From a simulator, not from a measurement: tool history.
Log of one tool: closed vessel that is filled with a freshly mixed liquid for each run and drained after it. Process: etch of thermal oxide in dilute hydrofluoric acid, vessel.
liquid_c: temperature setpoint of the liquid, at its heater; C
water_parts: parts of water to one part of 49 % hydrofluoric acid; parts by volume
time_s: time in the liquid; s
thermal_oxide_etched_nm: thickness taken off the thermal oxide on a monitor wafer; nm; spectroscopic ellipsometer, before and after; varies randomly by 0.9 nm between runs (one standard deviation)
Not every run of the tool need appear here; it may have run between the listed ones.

{"run": 1, "day": 0.0, "liquid_c": 25.0, "water_parts": 45, "time_s": 890, "thermal_oxide_etched_nm": 97.419}
{"run": 2, "day": 0.096, "liquid_c": 25.0, "water_parts": 45, "time_s": 950, "thermal_oxide_etched_nm": 104.33}
{"run": 3, "day": 0.321, "liquid_c": 21.5, "water_parts": 45, "time_s": 950, "thermal_oxide_etched_nm": 90.821}
{"run": 4, "day": 0.458, "liquid_c": 22.5, "water_parts": 45, "time_s": 950, "thermal_oxide_etched_nm": 94.231}
{"run": 5, "day": 0.804, "liquid_c": 23.5, "water_parts": 45, "time_s": 950, "thermal_oxide_etched_nm": 97.554}
{"run": 6, "day": 0.871, "liquid_c": 24.0, "water_parts": 45, "time_s": 950, "thermal_oxide_etched_nm": 101.13}
{"run": 7, "day": 0.925, "liquid_c": 24.5, "water_parts": 45, "time_s": 950, "thermal_oxide_etched_nm": 103.16}
{"run": 8, "day": 1.279, "liquid_c": 25.0, "water_parts": 45, "time_s": 950, "thermal_oxide_etched_nm": 103.9}

For run 9, what comes out?
{"run": 9, "day": 1.529, "liquid_c": 25.5, "water_parts": 45, "time_s": 950, "thermal_oxide_etched_nm": "?"}

thermal_oxide_etched_nm: 105.870 nm
